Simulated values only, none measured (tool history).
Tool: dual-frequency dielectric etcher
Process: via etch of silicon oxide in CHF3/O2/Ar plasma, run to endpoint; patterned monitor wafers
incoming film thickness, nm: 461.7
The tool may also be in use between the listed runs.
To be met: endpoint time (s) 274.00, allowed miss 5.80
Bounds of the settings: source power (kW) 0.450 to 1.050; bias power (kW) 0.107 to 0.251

run 1 hour=0.0 | source_power_(kW)=0.750 bias_power_(kW)=0.179 | endpoint_time_(s)=238.82
run 2 hour=0.5 | source_power_(kW)=0.670 bias_power_(kW)=0.179 | endpoint_time_(s)=252.94
run 3 hour=9.4 | source_power_(kW)=0.730 bias_power_(kW)=0.179 | endpoint_time_(s)=241.33
run 4 hour=16.7 | source_power_(kW)=0.690 bias_power_(kW)=0.177 | endpoint_time_(s)=248.32
run 5 hour=24.2 | source_power_(kW)=0.660 bias_power_(kW)=0.175 | endpoint_time_(s)=257.96
run 6 hour=29.5 | source_power_(kW)=0.640 bias_power_(kW)=0.174 | endpoint_time_(s)=261.73
run 7 hour=36.5 | source_power_(kW)=0.630 bias_power_(kW)=0.174 | endpoint_time_(s)=266.10
run 8 hour=38.2 | source_power_(kW)=0.620 bias_power_(kW)=0.174 | endpoint_time_(s)=268.69

Which of these 5 next moves meets every target?
run A hour=39.9 | source_power_(kW)=0.580 bias_power_(kW)=0.178 | endpoint_time_(s)=?
run B hour=39.9 | source_power_(kW)=0.630 bias_power_(kW)=0.191 | endpoint_time_(s)=?
run C hour=39.9 | source_power_(kW)=0.640 bias_power_(kW)=0.175 | endpoint_time_(s)=?
run D hour=39.9 | source_power_(kW)=0.640 bias_power_(kW)=0.178 | endpoint_time_(s)=?
run E hour=39.9 | source_power_(kW)=0.640 bias_power_(kW)=0.172 | endpoint_time_(s)=?

move=A endpoint_time_(s)=276.35
move=B endpoint_time_(s)=257.09
move=C endpoint_time_(s)=262.23
move=D endpoint_time_(s)=260.78
move=E endpoint_time_(s)=263.72
A: meets every target
B: further off than the last run
C: further off than the last run
D: further off than the last run
E: further off than the last run
The right move is A.
